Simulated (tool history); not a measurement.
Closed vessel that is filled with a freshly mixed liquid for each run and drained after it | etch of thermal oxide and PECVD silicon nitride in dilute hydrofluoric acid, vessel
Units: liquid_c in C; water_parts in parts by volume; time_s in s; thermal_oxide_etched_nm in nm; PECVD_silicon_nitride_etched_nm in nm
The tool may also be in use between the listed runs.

run	hour	liquid_c	water_parts	time_s	thermal_oxide_etched_nm	PECVD_silicon_nitride_etched_nm
1	0	21	160	290	7.3773	3.6403
2	7.6	20	185	285	5.8951	2.9419
3	10.9	20	215	285	4.9652	2.5513
4	11.9	21	215	285	5.1522	2.746
5	17.6	20	225	275	4.5524	2.3
6	23.8	20	225	200	3.2896	1.7176
7	32.5	19.5	225	200	3.2057	1.643
8	34.6	19	225	200	3.1524	1.5828

Predict the results of run 9:
9	41.1	18.5	225	200	?	?

thermal_oxide_etched_nm: 3.0874 nm
PECVD_silicon_nitride_etched_nm: 1.5428 nm
